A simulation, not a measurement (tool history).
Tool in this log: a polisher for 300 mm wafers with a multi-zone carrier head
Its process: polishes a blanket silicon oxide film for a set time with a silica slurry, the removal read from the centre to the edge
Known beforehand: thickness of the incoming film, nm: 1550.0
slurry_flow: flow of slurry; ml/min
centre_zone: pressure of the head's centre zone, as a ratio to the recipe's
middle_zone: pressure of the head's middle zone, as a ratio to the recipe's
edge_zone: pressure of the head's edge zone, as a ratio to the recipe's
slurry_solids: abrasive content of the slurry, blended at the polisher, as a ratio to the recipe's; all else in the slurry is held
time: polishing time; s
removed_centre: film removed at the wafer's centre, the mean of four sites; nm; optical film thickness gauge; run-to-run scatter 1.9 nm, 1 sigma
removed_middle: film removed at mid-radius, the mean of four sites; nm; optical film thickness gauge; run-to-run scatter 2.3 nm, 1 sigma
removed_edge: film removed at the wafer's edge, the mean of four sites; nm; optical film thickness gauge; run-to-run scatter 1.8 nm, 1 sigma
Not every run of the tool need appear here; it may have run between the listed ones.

Run 1, hour 0: slurry_flow 240 ml/min, centre_zone 1, middle_zone 1, edge_zone 1, slurry_solids 1, time 61 s. Result: removed_centre 257.9 nm, removed_middle 262.49 nm, removed_edge 262.41 nm.
Run 2, hour 5.3: slurry_flow 235 ml/min, centre_zone 0.98, middle_zone 0.97, edge_zone 0.98, slurry_solids 0.9, time 59 s. Result: removed_centre 241.92 nm, removed_middle 235.4 nm, removed_edge 240.31 nm.
Run 3, hour 14.3: slurry_flow 230 ml/min, centre_zone 0.95, middle_zone 0.97, edge_zone 0.99, slurry_solids 0.8, time 57 s. Result: removed_centre 211.53 nm, removed_middle 221.1 nm, removed_edge 220 nm.
Run 4, hour 18.1: slurry_flow 230 ml/min, centre_zone 0.95, middle_zone 0.97, edge_zone 0.99, slurry_solids 0.9, time 57 s. Result: removed_centre 226.59 nm, removed_middle 228.76 nm, removed_edge 236.4 nm.
Run 5, hour 24.7: slurry_flow 225 ml/min, centre_zone 0.93, middle_zone 0.95, edge_zone 0.99, slurry_solids 0.8, time 55 s. Result: removed_centre 201.39 nm, removed_middle 202.34 nm, removed_edge 213.18 nm.
Run 6, hour 27.3: slurry_flow 190 ml/min, centre_zone 0.93, middle_zone 0.95, edge_zone 0.99, slurry_solids 0.8, time 55 s. Result: removed_centre 193.95 nm, removed_middle 199.66 nm, removed_edge 210.92 nm.
Run 7, hour 34.1: slurry_flow 185 ml/min, centre_zone 0.92, middle_zone 0.94, edge_zone 0.98, slurry_solids 0.75, time 55 s. Result: removed_centre 185.41 nm, removed_middle 196.47 nm, removed_edge 205.28 nm.

What will run 8 give?
Run 8, hour 35.1: slurry_flow 190 ml/min, centre_zone 0.91, middle_zone 0.92, edge_zone 0.97, slurry_solids 0.7, time 54 s. Result: removed_centre ?, removed_middle ?, removed_edge ?.

removed_centre: 175.66 nm
removed_middle: 179.19 nm
removed_edge: 192.76 nm
